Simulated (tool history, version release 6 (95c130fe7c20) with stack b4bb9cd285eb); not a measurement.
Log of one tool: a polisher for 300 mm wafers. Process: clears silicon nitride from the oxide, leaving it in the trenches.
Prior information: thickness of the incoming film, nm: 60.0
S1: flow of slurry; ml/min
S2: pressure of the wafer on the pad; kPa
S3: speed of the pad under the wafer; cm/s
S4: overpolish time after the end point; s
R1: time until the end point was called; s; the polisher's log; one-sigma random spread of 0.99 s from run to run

run    day   S1    S2  S3  S4      R1
  1      0  235  12.4  82  35  144.04
  2   0.15  235  13.1  82  35  136.26
  3  0.238  235  13.1  82  35  137.14
  4  0.383  235  11.7  82  35  153.25
  5  0.688  190  11.7  82  35  156.22
  6  0.742  190   9.7  82  35   190.9
  7  1.008  190    11  82  35  162.91

Run 8 comes next. What will it give?
  8  1.283  190  11  82  35   ?

Run 8 produced R1 165.51 s.

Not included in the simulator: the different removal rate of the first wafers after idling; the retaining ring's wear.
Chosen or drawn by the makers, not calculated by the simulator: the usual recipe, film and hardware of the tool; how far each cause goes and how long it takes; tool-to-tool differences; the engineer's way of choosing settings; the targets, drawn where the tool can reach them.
